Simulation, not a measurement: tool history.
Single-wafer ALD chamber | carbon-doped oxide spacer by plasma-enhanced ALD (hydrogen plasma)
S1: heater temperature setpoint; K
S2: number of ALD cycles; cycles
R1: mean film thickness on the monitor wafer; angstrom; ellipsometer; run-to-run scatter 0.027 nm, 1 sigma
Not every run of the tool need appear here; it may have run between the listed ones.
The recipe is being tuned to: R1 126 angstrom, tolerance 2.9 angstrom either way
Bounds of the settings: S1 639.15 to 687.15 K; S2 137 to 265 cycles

Run 1, hour 0: S1 663.15 K, S2 201 cycles. Result: R1 98.923 angstrom.
Run 2, hour 0.5: S1 663.15 K, S2 213 cycles. Result: R1 104.99 angstrom.
Run 3, hour 1: S1 669.15 K, S2 213 cycles. Result: R1 105.14 angstrom.
Run 4, hour 1.8: S1 663.15 K, S2 213 cycles. Result: R1 104.79 angstrom.
Run 5, hour 3.7: S1 663.15 K, S2 192 cycles. Result: R1 94.374 angstrom.
Run 6, hour 7.3: S1 663.15 K, S2 176 cycles. Result: R1 86.686 angstrom.
Run 7, hour 10.7: S1 663.15 K, S2 176 cycles. Result: R1 86.375 angstrom.
Run 8, hour 14.2: S1 663.15 K, S2 208 cycles. Result: R1 102.22 angstrom.
Run 9, hour 21.2: S1 663.15 K, S2 240 cycles. Result: R1 117.95 angstrom.
Run 10, hour 29.3: S1 663.15 K, S2 244 cycles. Result: R1 119.68 angstrom.
Run 11, hour 32.4: S1 663.15 K, S2 247 cycles. Result: R1 121.91 angstrom.
Run 12, hour 36.8: S1 663.15 K, S2 249 cycles. Result: R1 122.12 angstrom.

Which one of the following 5 next-run settings gets every result inside its allowed miss? There is exactly one.
Run A, hour 41.2: S1 667.15 K, S2 254 cycles. Result: R1 ?.
Run B, hour 41.2: S1 664.15 K, S2 247 cycles. Result: R1 ?.
Run C, hour 41.2: S1 661.15 K, S2 243 cycles. Result: R1 ?.
Run D, hour 41.2: S1 680.15 K, S2 237 cycles. Result: R1 ?.
Run E, hour 41.2: S1 665.15 K, S2 236 cycles. Result: R1 ?.

move      R1
   A  125.09
   B  121.64
   C  119.67
   D  114.77
   E  116.23
A: all results land within tolerance of their targets
B: misses by more than the last run did
C: misses by more than the last run did
D: misses by more than the last run did
E: misses by more than the last run did
The move that meets every target is A.
